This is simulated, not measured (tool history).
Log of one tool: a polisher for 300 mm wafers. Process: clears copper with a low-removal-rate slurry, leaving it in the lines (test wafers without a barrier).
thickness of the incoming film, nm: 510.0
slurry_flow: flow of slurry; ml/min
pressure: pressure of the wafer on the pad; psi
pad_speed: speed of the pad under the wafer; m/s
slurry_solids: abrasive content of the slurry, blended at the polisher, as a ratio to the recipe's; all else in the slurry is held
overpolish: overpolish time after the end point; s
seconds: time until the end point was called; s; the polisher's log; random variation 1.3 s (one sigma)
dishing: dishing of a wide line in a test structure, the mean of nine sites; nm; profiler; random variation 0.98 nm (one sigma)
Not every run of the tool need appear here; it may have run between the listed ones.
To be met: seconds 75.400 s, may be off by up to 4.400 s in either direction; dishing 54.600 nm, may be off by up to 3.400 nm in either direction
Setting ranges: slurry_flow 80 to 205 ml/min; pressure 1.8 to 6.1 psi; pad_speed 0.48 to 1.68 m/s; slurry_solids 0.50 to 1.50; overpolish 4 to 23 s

run	day	slurry_flow	pressure	pad_speed	slurry_solids	overpolish	seconds	dishing
1	0.000	135	3.9	1.08	1.00	12	110.480	40.915
2	0.062	135	4.2	1.08	1.00	12	101.720	43.413
3	0.367	135	4.2	0.84	1.00	12	126.570	35.847
4	0.421	135	4.2	1.02	1.00	12	111.900	40.201
5	0.525	135	4.2	1.02	1.20	12	102.650	42.768
6	0.558	135	4.2	1.02	1.20	8	105.660	29.641
7	0.900	130	4.5	1.02	1.20	9	95.282	34.582
8	0.967	130	5.3	1.02	1.20	13	83.518	54.068
9	1.204	130	5.4	1.02	1.20	13	83.533	54.616
10	1.483	130	5.4	1.02	1.20	13	81.124	55.191
11	1.767	130	5.5	1.02	1.20	13	81.879	57.243

Next run, 5 choices. One meets every target within its allowed miss, the rest don't. Which?
A	2.050	125	5.3	1.32	1.50	8	?	?
B	2.050	120	6.1	1.18	1.25	13	?	?
C	2.050	120	5.2	0.98	1.15	15	?	?
D	2.050	115	4.9	1.06	1.30	11	?	?
E	2.050	135	6.1	0.96	1.30	12	?	?

move	seconds	dishing
A	61.983	47.319
B	63.083	68.590
C	89.761	57.968
D	86.961	46.339
E	74.485	56.955
A: pushes the last run's worst result past its target
B: pushes the last run's worst result past its target
C: moves away from the targets compared with the last run
D: moves away from the targets compared with the last run
E: every result within its allowed miss
Move E is the one to make.

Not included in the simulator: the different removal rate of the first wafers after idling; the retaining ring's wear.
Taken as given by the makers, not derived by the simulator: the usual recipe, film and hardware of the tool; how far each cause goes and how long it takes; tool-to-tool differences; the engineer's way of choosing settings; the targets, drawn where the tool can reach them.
